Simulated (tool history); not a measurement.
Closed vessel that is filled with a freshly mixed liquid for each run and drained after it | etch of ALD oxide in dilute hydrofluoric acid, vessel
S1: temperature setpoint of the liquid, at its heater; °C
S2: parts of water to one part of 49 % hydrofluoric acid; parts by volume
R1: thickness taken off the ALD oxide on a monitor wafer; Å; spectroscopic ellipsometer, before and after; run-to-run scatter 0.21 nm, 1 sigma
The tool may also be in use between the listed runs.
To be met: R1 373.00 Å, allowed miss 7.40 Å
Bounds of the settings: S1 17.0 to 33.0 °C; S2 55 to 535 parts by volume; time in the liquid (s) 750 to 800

run 1 hour=0.0 | S1=25.0 S2=295 time_in_the_liquid_(s)=750 | R1=461.95
run 2 hour=5.2 | S1=25.0 S2=295 time_in_the_liquid_(s)=800 | R1=490.67
run 3 hour=11.3 | S1=25.0 S2=295 time_in_the_liquid_(s)=750 | R1=459.13
run 4 hour=20.2 | S1=25.0 S2=295 time_in_the_liquid_(s)=750 | R1=459.72
run 5 hour=27.7 | S1=24.0 S2=295 time_in_the_liquid_(s)=750 | R1=440.94
run 6 hour=34.4 | S1=24.0 S2=295 time_in_the_liquid_(s)=800 | R1=480.50
run 7 hour=42.2 | S1=20.0 S2=300 time_in_the_liquid_(s)=800 | R1=401.97
run 8 hour=47.9 | S1=20.0 S2=300 time_in_the_liquid_(s)=800 | R1=401.22
run 9 hour=50.3 | S1=19.5 S2=300 time_in_the_liquid_(s)=800 | R1=394.42
run 10 hour=56.1 | S1=18.5 S2=300 time_in_the_liquid_(s)=800 | R1=383.47

5 next moves are on the table. One of them brings every result within its allowed miss. Which?
run A hour=61.9 | S1=20.0 S2=295 time_in_the_liquid_(s)=755 | R1=?
run B hour=61.9 | S1=17.0 S2=265 time_in_the_liquid_(s)=750 | R1=?
run C hour=61.9 | S1=17.0 S2=275 time_in_the_liquid_(s)=750 | R1=?
run D hour=61.9 | S1=21.0 S2=315 time_in_the_liquid_(s)=800 | R1=?
run E hour=61.9 | S1=18.0 S2=275 time_in_the_liquid_(s)=750 | R1=?

move=A R1=387.55
move=B R1=393.10
move=C R1=375.58
move=D R1=391.65
move=E R1=390.17
A: its largest miss is bigger than the last run's
B: its largest miss is bigger than the last run's
C: all results in spec
D: its largest miss is bigger than the last run's
E: its largest miss is bigger than the last run's
Correct choice: C, which meets every target
